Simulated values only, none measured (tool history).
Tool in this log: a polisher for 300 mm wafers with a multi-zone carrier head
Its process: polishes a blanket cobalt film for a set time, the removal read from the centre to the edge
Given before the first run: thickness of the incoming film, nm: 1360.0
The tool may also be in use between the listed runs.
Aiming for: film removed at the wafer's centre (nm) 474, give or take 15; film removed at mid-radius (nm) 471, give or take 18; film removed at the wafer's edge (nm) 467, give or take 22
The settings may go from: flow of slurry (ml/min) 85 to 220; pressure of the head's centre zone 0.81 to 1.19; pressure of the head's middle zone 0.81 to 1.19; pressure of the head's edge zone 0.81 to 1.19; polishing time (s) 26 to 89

| run | day | flow of slurry (ml/min) | pressure of the head's centre zone | pressure of the head's middle zone | pressure of the head's edge zone | polishing time (s) | film removed at the wafer's centre (nm) | film removed at mid-radius (nm) | film removed at the wafer's edge (nm) |
|---|---|---|---|---|---|---|---|---|---|
| 1 | 0 | 140 | 1 | 1 | 1 | 57 | 383.59 | 397.14 | 391.43 |
| 2 | 0.104 | 140 | 1.06 | 1 | 1 | 57 | 412.14 | 384.99 | 403.46 |
| 3 | 0.246 | 140 | 1.06 | 1.08 | 1 | 57 | 410.45 | 408.25 | 387.98 |
| 4 | 0.442 | 175 | 1.06 | 1.08 | 1 | 57 | 420.25 | 425.37 | 398.71 |
| 5 | 0.729 | 175 | 1.02 | 1.08 | 1 | 57 | 417.51 | 440.74 | 405.16 |
| 6 | 1.092 | 185 | 1.03 | 1.07 | 1.03 | 58 | 427.15 | 444.7 | 404.46 |
| 7 | 1.233 | 175 | 1.03 | 1.04 | 1.02 | 61 | 436.94 | 451.4 | 435.71 |
| 8 | 1.404 | 180 | 1.04 | 1.04 | 1.02 | 62 | 452.73 | 457.72 | 447.72 |

Consider the 5 candidate settings below. Which is the only one whose results all fall within their allowed miss of target?
| A | 1.575 | 210 | 1.01 | 0.99 | 1 | 65 | ? | ? | ? |
| B | 1.575 | 185 | 1.07 | 1.18 | 1.01 | 58 | ? | ? | ? |
| C | 1.575 | 195 | 0.96 | 0.87 | 1.16 | 66 | ? | ? | ? |
| D | 1.575 | 215 | 1.06 | 1.15 | 1.18 | 56 | ? | ? | ? |
| E | 1.575 | 165 | 0.86 | 0.94 | 1.08 | 69 | ? | ? | ? |

| move | film removed at the wafer's centre (nm) | film removed at mid-radius (nm) | film removed at the wafer's edge (nm) |
|---|---|---|---|
| A | 478.06 | 464.75 | 456.63 |
| B | 443.66 | 473.04 | 402.59 |
| C | 455.53 | 419.38 | 489.29 |
| D | 434.41 | 456.15 | 420.77 |
| E | 414.25 | 455.94 | 486.94 |
A: each result inside its tolerance
B: misses by more than the last run did
C: misses by more than the last run did
D: misses by more than the last run did
E: misses by more than the last run did
Move A is the one to make.

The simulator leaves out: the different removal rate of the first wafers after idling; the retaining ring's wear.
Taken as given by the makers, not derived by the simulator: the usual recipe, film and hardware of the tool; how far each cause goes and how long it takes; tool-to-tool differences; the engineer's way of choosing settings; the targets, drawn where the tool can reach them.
